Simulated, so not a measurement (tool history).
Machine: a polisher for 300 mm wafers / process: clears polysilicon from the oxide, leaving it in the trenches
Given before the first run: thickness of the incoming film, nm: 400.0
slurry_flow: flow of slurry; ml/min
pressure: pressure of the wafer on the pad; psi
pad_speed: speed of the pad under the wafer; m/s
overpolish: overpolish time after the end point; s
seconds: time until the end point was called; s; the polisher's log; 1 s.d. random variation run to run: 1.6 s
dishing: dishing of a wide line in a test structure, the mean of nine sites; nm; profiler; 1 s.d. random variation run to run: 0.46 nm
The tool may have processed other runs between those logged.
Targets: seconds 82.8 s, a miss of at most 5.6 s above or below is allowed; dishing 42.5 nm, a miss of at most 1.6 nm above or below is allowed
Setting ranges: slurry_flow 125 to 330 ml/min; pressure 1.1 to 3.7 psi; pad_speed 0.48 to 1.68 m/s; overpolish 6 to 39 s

run,day,slurry_flow,pressure,pad_speed,overpolish,seconds,dishing
1,0,210,2.4,1.08,20,28.594,85.888
2,0.325,210,2.4,0.88,20,34.558,83.462
3,0.55,200,2.2,0.82,18,40.69,76.58
4,0.833,170,2.2,0.82,18,43.676,77.147
5,1.05,175,2.1,0.78,16,45.866,70.821
6,1.417,175,2.1,0.78,12,47.005,62.438
7,1.779,185,2,0.74,11,50.838,55.186
8,2.058,190,1.9,0.72,11,53.723,54.334
9,2.104,195,1.8,0.7,11,57.378,50.47
10,2.167,195,1.7,0.68,12,62.23,50.019
11,2.333,220,1.1,0.6,6,105.99,19.768
12,2.633,210,1.2,0.58,6,102.6,20.651
13,2.667,200,1.3,0.56,7,98.14,24.327
14,2.871,190,1.4,0.54,8,94.231,28.184
15,2.929,180,1.4,0.54,8,100.54,27.71
# day 3.183: worn pad replaced by a new one
16,3.183,175,1.5,0.54,8,82.954,31.519
17,3.404,175,1.5,0.54,9,83.547,34.47
18,3.642,170,1.5,0.54,9,84.024,33.974
19,3.821,165,1.5,0.54,9,83.564,34.72
20,3.938,160,1.5,0.54,9,86.408,34.166
21,4.171,155,1.5,0.54,9,83.379,34.047
22,4.421,155,1.5,0.54,10,85.198,37.045
23,4.608,150,1.5,0.54,10,83.67,36.348
24,4.717,145,1.5,0.54,10,85.549,36.575

Which one of the following 4 next-run settings gets every result inside its allowed miss? There is exactly one.
A,4.825,135,1.2,0.6,13,?,?
B,4.825,135,1.5,0.58,12,?,?
C,4.825,125,1.1,0.66,12,?,?
D,4.825,140,1.2,0.56,13,?,?

move,seconds,dishing
A,95.418,40.504
B,79.752,43.529
C,96.404,37.858
D,101,38.827
A: gains on the last run, yet a result remains outside its allowed miss
B: every result lands within tolerance
C: gains on the last run, yet a result remains outside its allowed miss
D: gains on the last run, yet a result remains outside its allowed miss
Move B is the one to make.
